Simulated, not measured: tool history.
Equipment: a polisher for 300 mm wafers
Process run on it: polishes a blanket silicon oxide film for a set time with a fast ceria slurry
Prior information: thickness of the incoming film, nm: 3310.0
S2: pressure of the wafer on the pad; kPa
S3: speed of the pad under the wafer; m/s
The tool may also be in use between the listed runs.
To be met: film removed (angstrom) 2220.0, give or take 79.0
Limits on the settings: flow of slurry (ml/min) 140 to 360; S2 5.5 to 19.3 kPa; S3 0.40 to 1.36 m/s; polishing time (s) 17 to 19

run 1 hour=0.0 | flow_of_slurry_(ml/min)=230 S2=12.4 S3=0.88 polishing_time_(s)=19 | film_removed_(angstrom)=1346.5
run 2 hour=7.0 | flow_of_slurry_(ml/min)=230 S2=13.8 S3=0.88 polishing_time_(s)=19 | film_removed_(angstrom)=1506.0
run 3 hour=8.7 | flow_of_slurry_(ml/min)=230 S2=15.2 S3=0.88 polishing_time_(s)=19 | film_removed_(angstrom)=1612.4
run 4 hour=12.6 | flow_of_slurry_(ml/min)=230 S2=16.5 S3=0.90 polishing_time_(s)=19 | film_removed_(angstrom)=1820.6
run 5 hour=20.0 | flow_of_slurry_(ml/min)=230 S2=16.5 S3=1.02 polishing_time_(s)=19 | film_removed_(angstrom)=1927.5
run 6 hour=21.5 | flow_of_slurry_(ml/min)=230 S2=14.5 S3=1.02 polishing_time_(s)=19 | film_removed_(angstrom)=1700.7
run 7 hour=26.7 | flow_of_slurry_(ml/min)=230 S2=15.2 S3=1.02 polishing_time_(s)=19 | film_removed_(angstrom)=1815.5
run 8 hour=34.7 | flow_of_slurry_(ml/min)=230 S2=15.9 S3=1.02 polishing_time_(s)=19 | film_removed_(angstrom)=1869.7
-- hour=35.6 worn pad replaced by a new one
run 9 hour=35.6 | flow_of_slurry_(ml/min)=230 S2=16.5 S3=1.02 polishing_time_(s)=19 | film_removed_(angstrom)=2103.4

5 next moves are on the table. One of them brings every result within its allowed miss. Which?
run A hour=36.5 | flow_of_slurry_(ml/min)=265 S2=17.2 S3=1.00 polishing_time_(s)=18 | film_removed_(angstrom)=?
run B hour=36.5 | flow_of_slurry_(ml/min)=275 S2=15.9 S3=1.02 polishing_time_(s)=19 | film_removed_(angstrom)=?
run C hour=36.5 | flow_of_slurry_(ml/min)=250 S2=18.6 S3=0.78 polishing_time_(s)=18 | film_removed_(angstrom)=?
run D hour=36.5 | flow_of_slurry_(ml/min)=240 S2=15.9 S3=1.04 polishing_time_(s)=19 | film_removed_(angstrom)=?
run E hour=36.5 | flow_of_slurry_(ml/min)=225 S2=17.2 S3=1.14 polishing_time_(s)=18 | film_removed_(angstrom)=?

move=A film_removed_(angstrom)=2052.8
move=B film_removed_(angstrom)=2028.7
move=C film_removed_(angstrom)=1897.1
move=D film_removed_(angstrom)=2030.2
move=E film_removed_(angstrom)=2202.0
A: the biggest miss grows against the last run
B: the biggest miss grows against the last run
C: the biggest miss grows against the last run
D: the biggest miss grows against the last run
E: in spec on every target
So the answer is move E, the one that meets all the targets.
